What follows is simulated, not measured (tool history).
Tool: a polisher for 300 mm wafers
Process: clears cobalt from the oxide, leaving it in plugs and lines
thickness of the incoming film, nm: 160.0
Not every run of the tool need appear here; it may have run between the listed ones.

run,hour,flow of slurry (ml/min),pressure of the wafer on the pad (kPa),speed of the pad under the wafer (m/s),overpolish time after the end point (s),time until the end point was called (s),dishing of a wide line in a test structure (Å)
1,0,240,12.4,1.28,29,35.38,662.12
2,1.9,235,11,1.14,31,43.68,621.66
3,7.3,230,9.7,1.02,34,54.56,576.92
4,15.4,200,9.7,1.02,34,56.688,589.32
5,16.8,200,7.6,1.02,34,70.798,500.75
6,24.4,190,6.9,0.98,37,81.031,496.22
7,27.2,170,5.5,0.92,47,108.54,475.13
8,27.8,180,5.5,0.92,48,108.2,493.98

Run 9 is up next; what results do you expect?
9,35.2,195,6.2,0.92,48,?,?

Logged for run 9: time until the end point was called (s) 96.626, dishing of a wide line in a test structure (Å) 521.79.
